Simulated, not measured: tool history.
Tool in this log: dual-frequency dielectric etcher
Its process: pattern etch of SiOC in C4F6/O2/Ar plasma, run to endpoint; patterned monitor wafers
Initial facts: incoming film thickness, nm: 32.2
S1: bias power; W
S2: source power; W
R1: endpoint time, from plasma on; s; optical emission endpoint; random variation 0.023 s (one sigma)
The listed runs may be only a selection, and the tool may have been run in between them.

run 1 hour=0 | S1=649 S2=470 | R1=8.7709
run 2 hour=2.7 | S1=649 S2=390 | R1=9.7814
run 3 hour=5.8 | S1=676 S2=410 | R1=9.3194
run 4 hour=7.9 | S1=729 S2=410 | R1=8.9847
-- hour=10.4 bias power generator calibrated
run 5 hour=10.4 | S1=783 S2=410 | R1=8.6613
run 6 hour=16.6 | S1=850 S2=410 | R1=8.329
run 7 hour=24.3 | S1=857 S2=420 | R1=8.1819
run 8 hour=27.8 | S1=863 S2=430 | R1=8.0233
run 9 hour=35.1 | S1=868 S2=440 | R1=7.8593
run 10 hour=41.6 | S1=873 S2=450 | R1=7.7584

Run 11 is up next; what results do you expect?
run 11 hour=43.8 | S1=877 S2=460 | R1=?

R1: 7.6914 s
